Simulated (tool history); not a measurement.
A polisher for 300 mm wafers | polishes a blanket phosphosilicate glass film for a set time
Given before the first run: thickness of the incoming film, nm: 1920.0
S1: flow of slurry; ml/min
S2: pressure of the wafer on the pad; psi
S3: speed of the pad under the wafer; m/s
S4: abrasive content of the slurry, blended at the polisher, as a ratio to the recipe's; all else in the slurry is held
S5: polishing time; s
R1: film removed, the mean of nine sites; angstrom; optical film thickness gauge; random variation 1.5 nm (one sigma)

Run 1, hour 0: S1 250 ml/min, S2 2.2 psi, S3 0.76 m/s, S4 1, S5 63 s. Result: R1 2774 angstrom.
Run 2, hour 4.2: S1 250 ml/min, S2 2 psi, S3 0.76 m/s, S4 1, S5 63 s. Result: R1 2537 angstrom.
Run 3, hour 7.1: S1 250 ml/min, S2 1.9 psi, S3 0.76 m/s, S4 1, S5 63 s. Result: R1 2367.1 angstrom.
Run 4, hour 15.6: S1 310 ml/min, S2 1.9 psi, S3 0.76 m/s, S4 1, S5 63 s. Result: R1 2401.3 angstrom.
Run 5, hour 24.5: S1 310 ml/min, S2 1.8 psi, S3 0.76 m/s, S4 1, S5 63 s. Result: R1 2283.5 angstrom.
Run 6, hour 30.4: S1 310 ml/min, S2 1.8 psi, S3 0.7 m/s, S4 1, S5 63 s. Result: R1 2188.6 angstrom.
Run 7, hour 31.8: S1 310 ml/min, S2 1.7 psi, S3 0.7 m/s, S4 1, S5 63 s. Result: R1 2018.1 angstrom.

Run 8, settings as shown, results not yet in. Your forecast:
Run 8, hour 34.1: S1 310 ml/min, S2 1.6 psi, S3 0.7 m/s, S4 1, S5 63 s. Result: R1 ?.

{"run 8": {"R1": 1928.5}}
